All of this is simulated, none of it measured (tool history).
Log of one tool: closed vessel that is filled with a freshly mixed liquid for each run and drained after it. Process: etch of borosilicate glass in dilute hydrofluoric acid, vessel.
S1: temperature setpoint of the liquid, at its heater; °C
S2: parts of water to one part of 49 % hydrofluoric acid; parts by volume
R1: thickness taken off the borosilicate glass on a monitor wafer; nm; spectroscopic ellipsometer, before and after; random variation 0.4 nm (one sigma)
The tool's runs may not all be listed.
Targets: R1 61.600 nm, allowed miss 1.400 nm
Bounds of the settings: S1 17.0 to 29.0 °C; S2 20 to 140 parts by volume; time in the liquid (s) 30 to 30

{"run": 1, "hour": 0.0, "S1": 21.0, "S2": 75, "time in the liquid (s)": 30, "R1": 18.375}
{"run": 2, "hour": 1.0, "S1": 22.5, "S2": 65, "time in the liquid (s)": 30, "R1": 22.629}
{"run": 3, "hour": 3.9, "S1": 25.5, "S2": 65, "time in the liquid (s)": 30, "R1": 25.479}
{"run": 4, "hour": 10.4, "S1": 25.5, "S2": 45, "time in the liquid (s)": 30, "R1": 38.523}
{"run": 5, "hour": 17.5, "S1": 25.5, "S2": 30, "time in the liquid (s)": 30, "R1": 57.991}
{"run": 6, "hour": 26.6, "S1": 24.0, "S2": 30, "time in the liquid (s)": 30, "R1": 55.132}
{"run": 7, "hour": 31.4, "S1": 24.5, "S2": 30, "time in the liquid (s)": 30, "R1": 55.954}
{"run": 8, "hour": 40.3, "S1": 25.0, "S2": 30, "time in the liquid (s)": 30, "R1": 57.151}
{"run": 9, "hour": 42.6, "S1": 25.5, "S2": 30, "time in the liquid (s)": 30, "R1": 58.928}
{"run": 10, "hour": 46.8, "S1": 26.0, "S2": 30, "time in the liquid (s)": 30, "R1": 59.62}

Which of these 5 next moves meets every target?
{"run": "A", "hour": 51.0, "S1": 24.5, "S2": 30, "time in the liquid (s)": 30, "R1": "?"}
{"run": "B", "hour": 51.0, "S1": 29.0, "S2": 35, "time in the liquid (s)": 30, "R1": "?"}
{"run": "C", "hour": 51.0, "S1": 28.0, "S2": 30, "time in the liquid (s)": 30, "R1": "?"}
{"run": "D", "hour": 51.0, "S1": 27.0, "S2": 30, "time in the liquid (s)": 30, "R1": "?"}
{"run": "E", "hour": 51.0, "S1": 25.5, "S2": 30, "time in the liquid (s)": 30, "R1": "?"}

move=A R1=56.006
move=B R1=57.290
move=C R1=64.682
move=D R1=62.098
move=E R1=58.381
A: further off than the last run
B: further off than the last run
C: takes the result that was furthest off past its target
D: meets every target
E: further off than the last run
Move D is the one to make.
